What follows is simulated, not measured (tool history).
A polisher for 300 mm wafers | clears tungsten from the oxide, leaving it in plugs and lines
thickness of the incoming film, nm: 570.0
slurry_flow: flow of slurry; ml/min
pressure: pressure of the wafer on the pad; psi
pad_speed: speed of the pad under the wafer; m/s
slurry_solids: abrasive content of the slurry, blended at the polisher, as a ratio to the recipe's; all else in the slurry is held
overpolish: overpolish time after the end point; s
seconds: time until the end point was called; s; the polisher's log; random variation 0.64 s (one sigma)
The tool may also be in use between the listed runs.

run  hour  slurry_flow  pressure  pad_speed  slurry_solids  overpolish  seconds
  1   0.0          290       3.6       1.16           1.00          33  114.680
  2   6.3          290       3.6       1.16           1.00          35  114.510
  3  10.6          290       3.6       1.42           1.00          35   91.648
  4  16.9          290       4.1       1.44           1.00          35   80.585
  5  18.5          290       4.6       1.46           1.00          35   70.343
  6  22.1          290       4.6       1.46           0.85          35   73.497
  7  25.2          290       5.6       1.48           0.85          35   61.303

Forecast run 8:
  8  27.9          290       5.6       1.50           0.85          35        ?

Run 8 gave seconds 59.836 s.
